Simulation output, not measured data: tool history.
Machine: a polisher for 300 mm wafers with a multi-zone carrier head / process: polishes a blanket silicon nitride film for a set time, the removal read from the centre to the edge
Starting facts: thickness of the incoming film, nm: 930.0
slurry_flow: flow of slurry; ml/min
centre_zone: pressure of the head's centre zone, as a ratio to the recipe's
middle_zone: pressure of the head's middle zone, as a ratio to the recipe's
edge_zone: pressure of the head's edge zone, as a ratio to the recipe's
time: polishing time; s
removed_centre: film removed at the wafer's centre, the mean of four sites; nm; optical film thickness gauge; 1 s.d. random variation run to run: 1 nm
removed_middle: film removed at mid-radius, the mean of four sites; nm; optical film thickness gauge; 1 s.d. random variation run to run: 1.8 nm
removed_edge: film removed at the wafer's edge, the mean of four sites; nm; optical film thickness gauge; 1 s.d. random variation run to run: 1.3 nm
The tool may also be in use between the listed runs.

run	hour	slurry_flow	centre_zone	middle_zone	edge_zone	time	removed_centre	removed_middle	removed_edge
1	0.0	160	1.00	1.00	1.00	56	98.753	101.58	98.29
2	6.1	170	1.01	1.04	1.04	58	103.180	113.09	101.85
3	7.3	170	1.01	1.04	1.09	58	103.780	111.04	106.24
4	13.8	180	1.01	1.06	1.11	60	108.620	117.38	111.64
5	22.0	190	1.01	1.09	1.13	61	112.810	125.41	115.17
6	29.2	190	1.01	1.17	1.13	61	114.170	131.67	117.39
7	37.7	195	1.01	1.18	1.14	61	112.880	134.48	116.85
8	39.5	200	1.02	1.18	1.15	61	114.050	133.88	118.17

Run 9, settings as shown, results not yet in. Your forecast:
9	41.4	205	1.03	1.18	1.16	61	?	?	?

removed_centre: 117.060 nm
removed_middle: 131.43 nm
removed_edge: 116.59 nm
